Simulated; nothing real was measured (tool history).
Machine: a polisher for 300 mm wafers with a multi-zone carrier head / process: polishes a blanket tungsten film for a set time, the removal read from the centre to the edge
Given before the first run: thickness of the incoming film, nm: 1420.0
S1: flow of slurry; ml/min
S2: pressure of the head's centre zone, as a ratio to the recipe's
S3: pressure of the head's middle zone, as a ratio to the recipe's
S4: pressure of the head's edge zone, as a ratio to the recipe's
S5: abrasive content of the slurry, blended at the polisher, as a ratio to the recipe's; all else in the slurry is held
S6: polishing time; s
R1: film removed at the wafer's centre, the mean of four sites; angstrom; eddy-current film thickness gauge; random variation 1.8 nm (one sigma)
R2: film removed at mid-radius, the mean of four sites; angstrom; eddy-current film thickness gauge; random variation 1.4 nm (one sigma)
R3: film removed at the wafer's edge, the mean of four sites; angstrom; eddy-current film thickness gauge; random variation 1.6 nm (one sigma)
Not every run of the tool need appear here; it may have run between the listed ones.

{"run": 1, "hour": 0.0, "S1": 290, "S2": 1.0, "S3": 1.0, "S4": 1.0, "S5": 1.0, "S6": 58, "R1": 2390.8, "R2": 2500.5, "R3": 2477.5}
{"run": 2, "hour": 3.9, "S1": 285, "S2": 0.98, "S3": 0.99, "S4": 1.0, "S5": 0.95, "S6": 56, "R1": 2226.1, "R2": 2343.3, "R3": 2373.8}
{"run": 3, "hour": 12.5, "S1": 280, "S2": 0.96, "S3": 0.99, "S4": 1.0, "S5": 0.9, "S6": 55, "R1": 2162.1, "R2": 2299.0, "R3": 2270.9}
{"run": 4, "hour": 15.3, "S1": 280, "S2": 1.0, "S3": 0.99, "S4": 1.0, "S5": 0.9, "S6": 55, "R1": 2258.5, "R2": 2270.9, "R3": 2248.2}
{"run": 5, "hour": 17.7, "S1": 345, "S2": 1.0, "S3": 0.99, "S4": 1.0, "S5": 0.9, "S6": 55, "R1": 2252.3, "R2": 2375.3, "R3": 2342.5}
{"run": 6, "hour": 20.9, "S1": 355, "S2": 0.98, "S3": 0.98, "S4": 1.01, "S5": 0.85, "S6": 53, "R1": 2125.6, "R2": 2209.5, "R3": 2241.4}
{"run": 7, "hour": 24.2, "S1": 365, "S2": 0.96, "S3": 0.98, "S4": 1.02, "S5": 0.8, "S6": 51, "R1": 2034.3, "R2": 2140.3, "R3": 2175.1}
{"run": 8, "hour": 27.3, "S1": 375, "S2": 0.94, "S3": 0.98, "S4": 1.04, "S5": 0.8, "S6": 49, "R1": 1893.5, "R2": 2024.2, "R3": 2089.8}

What does the tool deliver on the next run?
{"run": 9, "hour": 36.3, "S1": 380, "S2": 0.93, "S3": 0.98, "S4": 1.05, "S5": 0.8, "S6": 48, "R1": "?", "R2": "?", "R3": "?"}

Run 9 yielded R1 1850.1 angstrom, R2 1987.7 angstrom, R3 2060.6 angstrom.
